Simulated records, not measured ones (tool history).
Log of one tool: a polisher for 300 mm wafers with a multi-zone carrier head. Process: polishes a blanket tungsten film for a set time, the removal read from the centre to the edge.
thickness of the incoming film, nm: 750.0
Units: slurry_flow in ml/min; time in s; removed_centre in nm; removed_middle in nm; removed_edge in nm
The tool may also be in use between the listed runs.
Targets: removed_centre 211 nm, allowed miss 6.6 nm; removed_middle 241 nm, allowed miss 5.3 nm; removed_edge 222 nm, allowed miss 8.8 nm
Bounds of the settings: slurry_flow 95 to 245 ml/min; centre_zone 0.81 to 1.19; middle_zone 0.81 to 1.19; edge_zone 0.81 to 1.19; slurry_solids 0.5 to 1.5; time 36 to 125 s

| run | hour | slurry_flow | centre_zone | middle_zone | edge_zone | slurry_solids | time | removed_centre | removed_middle | removed_edge |
|---|---|---|---|---|---|---|---|---|---|---|
| 1 | 0 | 155 | 1 | 1 | 1 | 1 | 80 | 288.96 | 289.83 | 292.35 |
| 2 | 4.8 | 150 | 0.98 | 1 | 0.97 | 0.9 | 79 | 272.54 | 280.15 | 283.57 |
| 3 | 10 | 150 | 0.97 | 1.02 | 0.95 | 0.8 | 76 | 253.89 | 268.02 | 262.27 |
| 4 | 18.3 | 150 | 0.97 | 1.11 | 0.95 | 0.8 | 76 | 251.1 | 278.84 | 265.46 |
| 5 | 23.2 | 150 | 0.97 | 1.11 | 0.88 | 0.8 | 76 | 256.86 | 283.07 | 248.54 |
| 6 | 27.5 | 150 | 1.05 | 1.11 | 0.88 | 0.8 | 76 | 274.99 | 279.76 | 252.1 |
| 7 | 29.5 | 140 | 1.02 | 1.09 | 0.87 | 0.75 | 76 | 259.92 | 270.96 | 245.88 |
| 8 | 33.9 | 105 | 0.92 | 1.02 | 0.82 | 0.5 | 75 | 191.02 | 209.31 | 203.17 |
| 9 | 40.7 | 115 | 0.92 | 1.03 | 0.83 | 0.5 | 75 | 199.51 | 219.61 | 204.47 |
| 10 | 47.1 | 120 | 0.92 | 1.03 | 0.85 | 0.5 | 75 | 196.67 | 220.86 | 212.02 |
| 11 | 50.7 | 125 | 0.92 | 1.03 | 0.85 | 0.5 | 75 | 203.43 | 225.93 | 208.29 |
| 12 | 54.8 | 130 | 0.92 | 1.03 | 0.86 | 0.5 | 75 | 203.6 | 224.54 | 209.24 |
| 13 | 56 | 135 | 0.92 | 1.04 | 0.87 | 0.5 | 75 | 206.36 | 229.19 | 213.08 |
| 14 | 61.9 | 140 | 0.92 | 1.04 | 0.88 | 0.5 | 75 | 205.37 | 232.6 | 216.07 |
| 15 | 63 | 145 | 0.92 | 1.04 | 0.88 | 0.5 | 75 | 210.48 | 233.55 | 221.47 |

Which of these 4 next moves meets every target?
| A | 64.1 | 220 | 1.02 | 1.07 | 0.82 | 0.55 | 64 | ? | ? | ? |
| B | 64.1 | 155 | 0.88 | 1.17 | 0.88 | 0.55 | 68 | ? | ? | ? |
| C | 64.1 | 175 | 0.88 | 1.01 | 0.83 | 0.5 | 76 | ? | ? | ? |
| D | 64.1 | 135 | 0.98 | 0.99 | 0.93 | 0.5 | 74 | ? | ? | ? |

| move | removed_centre | removed_middle | removed_edge |
|---|---|---|---|
| A | 222.76 | 224.77 | 191.98 |
| B | 191.13 | 239.32 | 201.4 |
| C | 213.79 | 242.37 | 218.07 |
| D | 218.47 | 220.78 | 215.09 |
A: further off than the last run
B: brings the result that was furthest off to its target, and leaves another outside
C: meets every target
D: further off than the last run
Move C is the one to make.
